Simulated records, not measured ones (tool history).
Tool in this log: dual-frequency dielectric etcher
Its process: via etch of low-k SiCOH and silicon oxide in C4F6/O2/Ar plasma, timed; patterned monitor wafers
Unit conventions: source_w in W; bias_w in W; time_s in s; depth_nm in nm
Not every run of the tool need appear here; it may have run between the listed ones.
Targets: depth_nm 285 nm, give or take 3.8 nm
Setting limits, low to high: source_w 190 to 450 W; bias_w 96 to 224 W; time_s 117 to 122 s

run	hour	source_w	bias_w	time_s	depth_nm
1	0	320	160	117	274.02
2	6	330	160	117	278.98
3	7.1	290	160	117	265.58
4	13.6	310	161	117	272.69
5	17.5	310	144	117	265.18
# hour 20.7: wet clean of the chamber
6	20.7	310	144	117	260
7	22.4	330	145	117	267.51
8	29.3	350	146	117	272.16

4 candidate next runs follow, results not yet known. Just one meets every target within its allowed miss. Identify it.
A	36.2	430	104	119.5	?
B	36.2	320	148	118	?
C	36.2	340	148	120	?
D	36.2	390	154	117	?

move	depth_nm
A	277.81
B	267.3
C	277.55
D	286.56
A: nearer than the last run, and not there yet
B: lands further from the targets than the last run did
C: nearer than the last run, and not there yet
D: each result inside its tolerance
D meets every target.
